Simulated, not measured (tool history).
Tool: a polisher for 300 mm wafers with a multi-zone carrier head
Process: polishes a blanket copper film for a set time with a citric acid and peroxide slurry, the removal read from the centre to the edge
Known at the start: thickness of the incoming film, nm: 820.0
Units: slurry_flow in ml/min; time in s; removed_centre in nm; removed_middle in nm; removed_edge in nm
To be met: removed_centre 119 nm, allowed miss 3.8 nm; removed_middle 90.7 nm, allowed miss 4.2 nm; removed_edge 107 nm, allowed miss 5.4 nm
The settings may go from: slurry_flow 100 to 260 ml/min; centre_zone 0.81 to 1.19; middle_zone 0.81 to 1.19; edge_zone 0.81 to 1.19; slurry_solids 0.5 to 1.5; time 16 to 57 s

| run | hour | slurry_flow | centre_zone | middle_zone | edge_zone | slurry_solids | time | removed_centre | removed_middle | removed_edge |
|---|---|---|---|---|---|---|---|---|---|---|
| 1 | 0 | 165 | 1 | 1 | 1 | 1 | 36 | 83.376 | 84.464 | 82.355 |
| 2 | 1.9 | 165 | 1 | 1 | 1 | 1 | 30 | 70.63 | 69.924 | 69.453 |
| 3 | 10.2 | 175 | 1.04 | 0.97 | 1.05 | 1.15 | 32 | 80.797 | 76.822 | 80.864 |
| 4 | 17.3 | 190 | 1.08 | 0.94 | 1.05 | 1.25 | 33 | 90.54 | 79.64 | 83.343 |
| 5 | 19.6 | 190 | 1.08 | 0.94 | 1.05 | 1.4 | 33 | 94.093 | 82.818 | 86.892 |
| 6 | 23.5 | 190 | 1.08 | 0.94 | 1.05 | 1.2 | 33 | 87.551 | 80.545 | 82.793 |
| 7 | 28.6 | 180 | 1.11 | 0.91 | 1.07 | 1.3 | 35 | 99.07 | 83.07 | 92.463 |
| 8 | 32.4 | 185 | 1.13 | 0.91 | 1.09 | 1.35 | 35 | 102.01 | 83.496 | 92.256 |
| 9 | 33.9 | 185 | 1.13 | 0.91 | 1.09 | 1.35 | 35 | 101.61 | 84.286 | 92.272 |

Which of these 4 next moves meets every target?
| A | 35.4 | 165 | 1.18 | 1.07 | 1.03 | 1.3 | 28 | ? | ? | ? |
| B | 35.4 | 170 | 1.13 | 0.82 | 1.04 | 1.45 | 41 | ? | ? | ? |
| C | 35.4 | 165 | 1.01 | 0.81 | 1.19 | 1.45 | 40 | ? | ? | ? |
| D | 35.4 | 105 | 0.89 | 0.86 | 1.13 | 0.95 | 44 | ? | ? | ? |

| move | removed_centre | removed_middle | removed_edge |
|---|---|---|---|
| A | 81.513 | 72.832 | 70.869 |
| B | 118.41 | 88.61 | 108.37 |
| C | 102.57 | 85.184 | 112.82 |
| D | 78.176 | 78.596 | 99.246 |
A: further off than the last run
B: meets every target
C: nearer than the last run, and not there yet
D: further off than the last run
Answer: B

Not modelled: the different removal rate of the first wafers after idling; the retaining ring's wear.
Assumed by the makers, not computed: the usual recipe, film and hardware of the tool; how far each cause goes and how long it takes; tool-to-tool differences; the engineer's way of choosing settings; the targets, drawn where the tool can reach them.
